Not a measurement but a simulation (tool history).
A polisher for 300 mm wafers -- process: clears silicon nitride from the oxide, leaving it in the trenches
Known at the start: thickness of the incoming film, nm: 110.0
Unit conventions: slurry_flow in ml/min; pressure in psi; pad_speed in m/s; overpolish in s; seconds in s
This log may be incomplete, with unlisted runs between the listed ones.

{"run": 1, "day": 0.0, "slurry_flow": 205, "pressure": 3.2, "pad_speed": 1.22, "overpolish": 7, "seconds": 107.73}
{"run": 2, "day": 0.275, "slurry_flow": 185, "pressure": 3.2, "pad_speed": 1.22, "overpolish": 7, "seconds": 107.68}
{"run": 3, "day": 0.538, "slurry_flow": 165, "pressure": 3.2, "pad_speed": 1.22, "overpolish": 7, "seconds": 113.34}
{"run": 4, "day": 0.808, "slurry_flow": 175, "pressure": 3.6, "pad_speed": 1.24, "overpolish": 7, "seconds": 95.965}
{"run": 5, "day": 0.933, "slurry_flow": 175, "pressure": 3.6, "pad_speed": 1.02, "overpolish": 7, "seconds": 115.7}
{"run": 6, "day": 1.029, "slurry_flow": 180, "pressure": 4, "pad_speed": 1.06, "overpolish": 7, "seconds": 101.02}

Forecast run 7:
{"run": 7, "day": 1.079, "slurry_flow": 185, "pressure": 4.3, "pad_speed": 1.1, "overpolish": 7, "seconds": "?"}

Run 7 measured seconds 89.86 s.
